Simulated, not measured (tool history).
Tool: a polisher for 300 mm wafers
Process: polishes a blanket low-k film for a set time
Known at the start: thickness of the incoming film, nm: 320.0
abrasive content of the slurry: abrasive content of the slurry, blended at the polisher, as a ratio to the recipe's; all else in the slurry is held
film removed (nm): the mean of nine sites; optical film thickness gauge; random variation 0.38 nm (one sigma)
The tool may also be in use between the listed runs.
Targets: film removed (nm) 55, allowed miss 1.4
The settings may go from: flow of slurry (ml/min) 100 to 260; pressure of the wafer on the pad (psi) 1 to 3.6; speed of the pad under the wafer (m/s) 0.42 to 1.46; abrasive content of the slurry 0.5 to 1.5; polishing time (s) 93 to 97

run	day	flow of slurry (ml/min)	pressure of the wafer on the pad (psi)	speed of the pad under the wafer (m/s)	abrasive content of the slurry	polishing time (s)	film removed (nm)
1	0	165	2.3	0.94	1	93	35.71
2	0.25	165	1.7	0.94	1	93	26.567
3	0.342	165	1.7	0.72	1	93	21.18
4	0.371	165	1.9	0.72	1	93	24.219
5	0.558	180	2.4	0.72	1	93	29.82
6	0.729	180	2.4	0.88	1	93	35.272
7	1.029	180	2.7	0.88	1	93	39.579
8	1.258	180	2.9	0.88	1	93	42.624
9	1.304	220	3.5	0.88	1	93	52.46

5 next moves are on the table. One of them brings every result within its allowed miss. Which?
A	1.35	205	3.6	0.74	1.2	93	?
B	1.35	205	3.1	0.86	1.05	97	?
C	1.35	205	3.2	0.98	1.05	95	?
D	1.35	230	3.4	1.02	0.7	95	?
E	1.35	240	3.5	0.8	1.05	95	?

move	film removed (nm)
A	50.943
B	48.645
C	54.558
D	48.146
E	51.521
A: further off than the last run
B: further off than the last run
C: meets every target
D: further off than the last run
E: further off than the last run
Move C is the one to make.

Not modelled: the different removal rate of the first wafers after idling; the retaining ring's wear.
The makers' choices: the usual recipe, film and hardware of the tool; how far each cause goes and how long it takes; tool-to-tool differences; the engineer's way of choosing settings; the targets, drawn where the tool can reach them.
